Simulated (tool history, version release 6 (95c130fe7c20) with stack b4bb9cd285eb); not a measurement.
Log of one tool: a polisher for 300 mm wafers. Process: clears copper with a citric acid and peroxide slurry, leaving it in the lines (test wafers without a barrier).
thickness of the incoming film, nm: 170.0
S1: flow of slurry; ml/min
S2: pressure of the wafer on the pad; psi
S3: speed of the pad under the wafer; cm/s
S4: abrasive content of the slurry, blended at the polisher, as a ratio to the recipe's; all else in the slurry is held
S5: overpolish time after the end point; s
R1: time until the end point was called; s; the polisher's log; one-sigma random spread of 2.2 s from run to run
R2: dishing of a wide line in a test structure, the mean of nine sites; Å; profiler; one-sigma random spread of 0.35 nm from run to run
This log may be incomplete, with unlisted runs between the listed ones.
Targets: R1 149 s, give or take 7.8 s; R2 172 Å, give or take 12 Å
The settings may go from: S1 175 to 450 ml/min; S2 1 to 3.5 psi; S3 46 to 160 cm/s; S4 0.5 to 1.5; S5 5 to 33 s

run 1 hour=0 | S1=290 S2=2.2 S3=102 S4=1 S5=17 | R1=111.13 R2=170.61
run 2 hour=7.8 | S1=290 S2=2.2 S3=88 S4=1 S5=17 | R1=129.21 R2=153.87
run 3 hour=15.4 | S1=290 S2=2.7 S3=88 S4=1 S5=17 | R1=102.71 R2=174.24
run 4 hour=17.7 | S1=290 S2=2.7 S3=88 S4=1 S5=11 | R1=104.47 R2=124.98
run 5 hour=23.2 | S1=290 S2=2.7 S3=68 S4=1 S5=11 | R1=129.31 R2=103.86
run 6 hour=25.5 | S1=290 S2=2.6 S3=70 S4=1 S5=14 | R1=131.07 R2=126.23
run 7 hour=32.1 | S1=290 S2=2.5 S3=70 S4=1 S5=16 | R1=133.5 R2=143.13
run 8 hour=32.7 | S1=290 S2=2.4 S3=70 S4=1 S5=17 | R1=139.58 R2=140.35

Consider the 4 candidate settings below. Which is the only one whose results all fall within their allowed miss of target?
run A hour=33.3 | S1=345 S2=2 S3=68 S4=1 S5=26 | R1=? R2=?
run B hour=33.3 | S1=270 S2=2.1 S3=82 S4=0.75 S5=23 | R1=? R2=?
run C hour=33.3 | S1=345 S2=2.2 S3=78 S4=0.95 S5=15 | R1=? R2=?
run D hour=33.3 | S1=260 S2=2.1 S3=66 S4=0.95 S5=30 | R1=? R2=?

move=A R1=172.99 R2=170.56
move=B R1=153.57 R2=170.06
move=C R1=143.28 R2=125.78
move=D R1=175 R2=189.88
A: gets the furthest-off result to its target, but another result is out of tolerance
B: each result inside its tolerance
C: its largest miss is bigger than the last run's
D: moves the result that the last run missed by most past its target, out the other side
Correct choice: B, which meets every target
